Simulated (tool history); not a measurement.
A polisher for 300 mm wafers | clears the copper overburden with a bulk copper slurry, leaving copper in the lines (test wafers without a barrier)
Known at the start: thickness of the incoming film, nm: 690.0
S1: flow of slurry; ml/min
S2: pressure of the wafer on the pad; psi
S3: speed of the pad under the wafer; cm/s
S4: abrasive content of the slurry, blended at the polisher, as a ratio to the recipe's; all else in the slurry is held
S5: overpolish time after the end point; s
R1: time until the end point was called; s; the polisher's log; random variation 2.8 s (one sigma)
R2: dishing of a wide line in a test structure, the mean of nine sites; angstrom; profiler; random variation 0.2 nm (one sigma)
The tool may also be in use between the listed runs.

run,day,S1,S2,S3,S4,S5,R1,R2
1,0,320,1.7,88,1,27,179.93,683.48
2,0.246,395,1.7,88,1,27,174.29,677.3
3,0.383,395,1.7,88,1,34,173.24,758.37
4,0.562,420,1.5,82,1,27,207.89,602
5,0.629,420,1.5,82,0.85,27,220.33,567.15
6,0.654,420,1.5,94,0.85,27,196.25,610.61
7,0.833,440,1.3,92,0.75,22,241.07,453.82
8,0.95,455,1.2,94,0.7,18,261.42,359.25

Run 9 comes next. What will it give?
9,1.233,465,1.1,96,0.65,15,?,?

{"run 9": {"R1": 284.84, "R2": 283.43}}
